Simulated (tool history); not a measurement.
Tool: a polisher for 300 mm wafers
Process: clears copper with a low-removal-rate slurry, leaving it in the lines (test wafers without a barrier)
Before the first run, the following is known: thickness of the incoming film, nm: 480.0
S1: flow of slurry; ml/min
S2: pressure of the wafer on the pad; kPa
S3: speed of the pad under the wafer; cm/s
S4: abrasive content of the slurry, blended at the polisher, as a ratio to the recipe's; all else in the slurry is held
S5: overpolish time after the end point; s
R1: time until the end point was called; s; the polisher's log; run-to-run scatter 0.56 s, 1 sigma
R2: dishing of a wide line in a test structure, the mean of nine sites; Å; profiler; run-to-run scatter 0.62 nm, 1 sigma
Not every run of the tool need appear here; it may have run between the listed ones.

{"run": 1, "hour": 0.0, "S1": 195, "S2": 20, "S3": 140, "S4": 1, "S5": 12, "R1": 118.05, "R2": 320.09}
{"run": 2, "hour": 6.8, "S1": 205, "S2": 22.8, "S3": 140, "S4": 1, "S5": 11, "R1": 107.7, "R2": 312.58}
{"run": 3, "hour": 15.7, "S1": 205, "S2": 24.8, "S3": 146, "S4": 1, "S5": 11, "R1": 97.753, "R2": 337.72}
{"run": 4, "hour": 18.4, "S1": 205, "S2": 22.1, "S3": 146, "S4": 1, "S5": 11, "R1": 106.13, "R2": 326.23}
{"run": 5, "hour": 22.1, "S1": 205, "S2": 26.2, "S3": 146, "S4": 1, "S5": 11, "R1": 93.442, "R2": 356.9}
{"run": 6, "hour": 23.9, "S1": 205, "S2": 22.1, "S3": 146, "S4": 1, "S5": 11, "R1": 105.22, "R2": 329.18}
{"run": 7, "hour": 30.1, "S1": 215, "S2": 24.8, "S3": 152, "S4": 1, "S5": 11, "R1": 94.747, "R2": 356.75}
{"run": 8, "hour": 39.2, "S1": 215, "S2": 26.9, "S3": 158, "S4": 1, "S5": 11, "R1": 84.642, "R2": 401.6}
{"run": 9, "hour": 47.0, "S1": 215, "S2": 28.3, "S3": 162, "S4": 1, "S5": 10, "R1": 79.276, "R2": 378.8}
{"run": 10, "hour": 54.5, "S1": 215, "S2": 29, "S3": 166, "S4": 1, "S5": 10, "R1": 77.039, "R2": 395.8}

What will run 11 give?
{"run": 11, "hour": 56.7, "S1": 220, "S2": 29.6, "S3": 170, "S4": 1, "S5": 10, "R1": "?", "R2": "?"}

Run 11 measured R1 73.342 s, R2 407.81 Å.
